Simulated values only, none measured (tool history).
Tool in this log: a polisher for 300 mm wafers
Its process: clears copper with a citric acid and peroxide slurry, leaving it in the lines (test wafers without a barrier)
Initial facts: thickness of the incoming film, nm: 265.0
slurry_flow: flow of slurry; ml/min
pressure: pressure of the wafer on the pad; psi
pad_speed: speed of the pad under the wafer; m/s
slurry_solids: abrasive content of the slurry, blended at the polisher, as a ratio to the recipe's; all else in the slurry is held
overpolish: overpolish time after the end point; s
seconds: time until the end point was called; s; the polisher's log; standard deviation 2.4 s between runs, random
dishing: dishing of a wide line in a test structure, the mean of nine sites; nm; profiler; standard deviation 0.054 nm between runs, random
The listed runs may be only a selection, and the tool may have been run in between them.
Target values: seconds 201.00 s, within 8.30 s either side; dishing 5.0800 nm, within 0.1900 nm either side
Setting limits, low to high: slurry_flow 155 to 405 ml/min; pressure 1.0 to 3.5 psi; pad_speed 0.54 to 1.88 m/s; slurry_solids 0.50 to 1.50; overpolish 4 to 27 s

run 1 hour=0.0 | slurry_flow=260 pressure=2.2 pad_speed=1.20 slurry_solids=1.00 overpolish=14 | seconds=167.73 dishing=15.9160
run 2 hour=5.7 | slurry_flow=260 pressure=2.2 pad_speed=1.20 slurry_solids=1.00 overpolish=9 | seconds=165.69 dishing=10.6750
run 3 hour=11.5 | slurry_flow=260 pressure=2.2 pad_speed=1.20 slurry_solids=0.80 overpolish=9 | seconds=172.04 dishing=10.2650
run 4 hour=19.8 | slurry_flow=260 pressure=2.2 pad_speed=0.98 slurry_solids=0.80 overpolish=9 | seconds=212.64 dishing=8.5153
run 5 hour=25.4 | slurry_flow=260 pressure=2.2 pad_speed=0.72 slurry_solids=0.80 overpolish=9 | seconds=285.73 dishing=6.3625
run 6 hour=27.1 | slurry_flow=270 pressure=2.3 pad_speed=0.72 slurry_solids=0.75 overpolish=8 | seconds=272.19 dishing=6.0033
run 7 hour=30.9 | slurry_flow=285 pressure=2.4 pad_speed=0.72 slurry_solids=0.70 overpolish=7 | seconds=267.97 dishing=5.3803
run 8 hour=34.7 | slurry_flow=290 pressure=2.5 pad_speed=0.72 slurry_solids=0.70 overpolish=7 | seconds=261.97 dishing=5.4552
run 9 hour=39.4 | slurry_flow=360 pressure=3.1 pad_speed=0.70 slurry_solids=0.70 overpolish=4 | seconds=225.89 dishing=3.5813
run 10 hour=40.8 | slurry_flow=345 pressure=3.1 pad_speed=0.70 slurry_solids=0.70 overpolish=4 | seconds=225.62 dishing=3.5999
run 11 hour=47.3 | slurry_flow=325 pressure=3.1 pad_speed=0.70 slurry_solids=0.70 overpolish=4 | seconds=229.23 dishing=3.6103
run 12 hour=55.5 | slurry_flow=320 pressure=3.1 pad_speed=0.72 slurry_solids=0.70 overpolish=4 | seconds=219.97 dishing=3.7148
run 13 hour=59.0 | slurry_flow=315 pressure=3.1 pad_speed=0.74 slurry_solids=0.70 overpolish=4 | seconds=215.07 dishing=3.8469
run 14 hour=62.1 | slurry_flow=305 pressure=3.1 pad_speed=0.76 slurry_solids=0.70 overpolish=4 | seconds=210.92 dishing=3.8852
run 15 hour=68.8 | slurry_flow=305 pressure=3.1 pad_speed=0.78 slurry_solids=0.70 overpolish=4 | seconds=204.30 dishing=3.9108
run 16 hour=75.2 | slurry_flow=305 pressure=3.0 pad_speed=0.80 slurry_solids=0.70 overpolish=4 | seconds=201.77 dishing=3.9725
run 17 hour=82.0 | slurry_flow=305 pressure=2.9 pad_speed=0.82 slurry_solids=0.70 overpolish=4 | seconds=207.84 dishing=4.0012
run 18 hour=86.8 | slurry_flow=305 pressure=2.9 pad_speed=0.84 slurry_solids=0.70 overpolish=4 | seconds=203.10 dishing=4.0692
run 19 hour=92.7 | slurry_flow=305 pressure=2.9 pad_speed=0.86 slurry_solids=0.70 overpolish=4 | seconds=197.27 dishing=4.1936
run 20 hour=94.7 | slurry_flow=305 pressure=2.8 pad_speed=0.86 slurry_solids=0.70 overpolish=4 | seconds=202.02 dishing=4.0674
run 21 hour=97.5 | slurry_flow=290 pressure=2.9 pad_speed=0.84 slurry_solids=0.70 overpolish=8 | seconds=205.62 dishing=8.0638
run 22 hour=100.6 | slurry_flow=360 pressure=2.6 pad_speed=0.94 slurry_solids=0.65 overpolish=6 | seconds=197.84 dishing=6.0432
run 23 hour=107.6 | slurry_flow=360 pressure=2.6 pad_speed=0.94 slurry_solids=0.70 overpolish=6 | seconds=193.43 dishing=6.3198
run 24 hour=108.8 | slurry_flow=350 pressure=2.6 pad_speed=0.94 slurry_solids=0.75 overpolish=6 | seconds=192.30 dishing=6.2903
run 25 hour=116.5 | slurry_flow=340 pressure=2.6 pad_speed=0.94 slurry_solids=0.75 overpolish=6 | seconds=187.81 dishing=6.3478
run 26 hour=117.7 | slurry_flow=330 pressure=2.6 pad_speed=0.94 slurry_solids=0.75 overpolish=6 | seconds=191.77 dishing=6.2655

Exactly one of the 4 candidate moves below puts every result within its allowed miss. Which one?
run A hour=118.9 | slurry_flow=265 pressure=2.8 pad_speed=0.82 slurry_solids=0.65 overpolish=5 | seconds=? dishing=?
run B hour=118.9 | slurry_flow=380 pressure=2.5 pad_speed=0.92 slurry_solids=0.80 overpolish=5 | seconds=? dishing=?
run C hour=118.9 | slurry_flow=320 pressure=2.6 pad_speed=0.80 slurry_solids=0.75 overpolish=6 | seconds=? dishing=?
run D hour=118.9 | slurry_flow=255 pressure=2.7 pad_speed=0.78 slurry_solids=0.95 overpolish=5 | seconds=? dishing=?

move=A seconds=221.52 dishing=4.7378
move=B seconds=201.24 dishing=5.2017
move=C seconds=229.45 dishing=5.4694
move=D seconds=223.97 dishing=4.6864
A: the result that was furthest off in the last run now lies on the other side of its target
B: all results in spec
C: gains on the last run, yet a result remains outside its allowed miss
D: the result that was furthest off in the last run now lies on the other side of its target
The move that meets every target is B.

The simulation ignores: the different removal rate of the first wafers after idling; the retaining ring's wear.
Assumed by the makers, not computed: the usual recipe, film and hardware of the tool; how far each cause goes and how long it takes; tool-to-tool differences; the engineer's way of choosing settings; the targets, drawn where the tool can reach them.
